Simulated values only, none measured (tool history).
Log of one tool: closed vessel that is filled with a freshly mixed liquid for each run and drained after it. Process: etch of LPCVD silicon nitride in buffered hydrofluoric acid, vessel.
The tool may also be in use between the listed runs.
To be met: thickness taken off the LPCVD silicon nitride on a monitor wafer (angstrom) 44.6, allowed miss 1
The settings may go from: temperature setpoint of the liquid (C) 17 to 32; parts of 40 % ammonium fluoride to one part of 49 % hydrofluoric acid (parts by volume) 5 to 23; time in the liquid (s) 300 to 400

| run | hour | temperature setpoint of the liquid (C) | parts of 40 % ammonium fluoride to one part of 49 % hydrofluoric acid (parts by volume) | time in the liquid (s) | thickness taken off the LPCVD silicon nitride on a monitor wafer (angstrom) |
|---|---|---|---|---|---|
| 1 | 0 | 25 | 14 | 400 | 50.452 |
| 2 | 8.4 | 25 | 14 | 300 | 37.716 |
| 3 | 14.5 | 25.5 | 14 | 300 | 39.04 |
| 4 | 22.3 | 26.5 | 14 | 300 | 41.244 |
| 5 | 28.9 | 27 | 14 | 300 | 42 |
| 6 | 35.5 | 27 | 16.5 | 300 | 36.088 |
| 7 | 38.3 | 28 | 16.5 | 300 | 37.617 |
| 8 | 42.2 | 28.5 | 16.5 | 300 | 39.001 |
| 9 | 49.2 | 29 | 16.5 | 300 | 40.051 |
| 10 | 52.1 | 29.5 | 16.5 | 300 | 41.216 |
| 11 | 58.2 | 30 | 16.5 | 300 | 41.873 |

4 next moves are on the table. One of them brings every result within its allowed miss. Which?
| A | 64.3 | 29 | 17 | 300 | ? |
| B | 64.3 | 26.5 | 18 | 355 | ? |
| C | 64.3 | 24 | 16.5 | 400 | ? |
| D | 64.3 | 30.5 | 17.5 | 330 | ? |

| move | thickness taken off the LPCVD silicon nitride on a monitor wafer (angstrom) |
|---|---|
| A | 39.038 |
| B | 38.212 |
| C | 40.957 |
| D | 45.172 |
A: further off than the last run
B: further off than the last run
C: further off than the last run
D: meets every target
Move D is the one to make.

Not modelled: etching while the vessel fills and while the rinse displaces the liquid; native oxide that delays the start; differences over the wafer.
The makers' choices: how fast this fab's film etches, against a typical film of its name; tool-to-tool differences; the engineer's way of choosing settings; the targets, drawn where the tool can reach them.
